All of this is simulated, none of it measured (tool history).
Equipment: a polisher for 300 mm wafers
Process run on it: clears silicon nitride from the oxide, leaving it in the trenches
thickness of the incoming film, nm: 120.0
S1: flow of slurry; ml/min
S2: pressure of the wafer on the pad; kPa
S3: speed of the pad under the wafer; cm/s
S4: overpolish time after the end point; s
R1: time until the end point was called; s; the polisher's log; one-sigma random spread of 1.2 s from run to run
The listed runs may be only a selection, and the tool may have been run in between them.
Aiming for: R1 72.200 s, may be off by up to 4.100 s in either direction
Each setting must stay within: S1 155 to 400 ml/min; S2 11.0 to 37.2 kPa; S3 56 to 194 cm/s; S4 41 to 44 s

| run | hour | S1 | S2 | S3 | S4 | R1 |
|---|---|---|---|---|---|---|
| 1 | 0.0 | 255 | 24.1 | 124 | 41 | 100.000 |
| 2 | 6.2 | 255 | 24.1 | 100 | 41 | 115.060 |
| 3 | 9.7 | 290 | 24.1 | 100 | 41 | 111.730 |
| 4 | 13.0 | 235 | 24.1 | 100 | 41 | 115.200 |
| 5 | 18.4 | 235 | 24.1 | 100 | 44 | 113.610 |
| 6 | 20.0 | 235 | 21.4 | 100 | 44 | 130.320 |
| 7 | 20.8 | 235 | 24.8 | 102 | 44 | 109.510 |
| 8 | 22.6 | 235 | 27.6 | 104 | 44 | 97.094 |
| 9 | 27.6 | 235 | 29.6 | 106 | 44 | 89.258 |

Consider the 5 candidate settings below. Which is the only one whose results all fall within their allowed miss of target?
| A | 32.6 | 265 | 31.7 | 126 | 44 | ? |
| B | 32.6 | 270 | 37.2 | 118 | 44 | ? |
| C | 32.6 | 265 | 26.9 | 102 | 44 | ? |
| D | 32.6 | 235 | 29.6 | 124 | 42 | ? |
| E | 32.6 | 260 | 28.3 | 124 | 42 | ? |

| move | R1 |
|---|---|
| A | 74.373 |
| B | 66.434 |
| C | 100.800 |
| D | 81.084 |
| E | 84.267 |
A: hits every target within its allowed miss
B: pushes the last run's worst result past its target
C: lands further from the targets than the last run did
D: gains on the last run, yet a result remains outside its allowed miss
E: gains on the last run, yet a result remains outside its allowed miss
Answer: A
